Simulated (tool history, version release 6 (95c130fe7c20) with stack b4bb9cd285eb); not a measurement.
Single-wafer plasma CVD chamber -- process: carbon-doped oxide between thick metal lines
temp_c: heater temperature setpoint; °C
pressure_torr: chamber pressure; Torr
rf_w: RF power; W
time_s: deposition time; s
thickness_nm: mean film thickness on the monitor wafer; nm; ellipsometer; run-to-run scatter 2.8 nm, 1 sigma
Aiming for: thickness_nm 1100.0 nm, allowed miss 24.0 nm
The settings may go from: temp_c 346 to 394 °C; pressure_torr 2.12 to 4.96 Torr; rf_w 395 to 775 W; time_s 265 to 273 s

run	hour	temp_c	pressure_torr	rf_w	time_s	thickness_nm
1	0.0	370	3.54	585	265	1307.7
2	8.4	371	3.44	565	265	1253.1
3	17.1	372	3.29	560	265	1232.0
4	20.8	372	3.82	560	265	1267.8
5	28.0	372	3.82	560	273	1305.9
# hour 32.8: thermocouple changed; heater temperature recalibrated
6	32.8	372	3.42	560	273	1268.8
7	37.9	374	3.27	555	273	1239.1
8	44.7	376	3.19	555	273	1222.9
9	52.9	378	3.12	555	273	1224.7
10	58.0	379	3.00	550	273	1204.5
11	63.3	380	2.90	545	273	1188.6
12	72.1	381	2.81	540	273	1172.2
13	73.1	382	2.74	535	273	1157.6
14	74.0	383	2.68	535	273	1150.8
15	80.4	384	2.63	535	273	1143.8
16	81.3	385	2.59	535	273	1141.3
17	87.8	386	2.39	505	272	1062.6

Exercise: of the 5 proposed moves below, exactly one satisfies all targets within the stated allowed misses. Which move is it?
A	94.3	389	2.34	505	268	?
B	94.3	382	2.33	500	273	?
C	94.3	392	2.55	515	265	?
D	94.3	387	2.30	535	265	?
E	94.3	376	2.18	505	265	?

move	thickness_nm
A	1036.2
B	1059.0
C	1047.6
D	1088.5
E	1046.0
A: the biggest miss grows against the last run
B: the biggest miss grows against the last run
C: the biggest miss grows against the last run
D: every result lands within tolerance
E: the biggest miss grows against the last run
So the answer is move D, the one that meets all the targets.
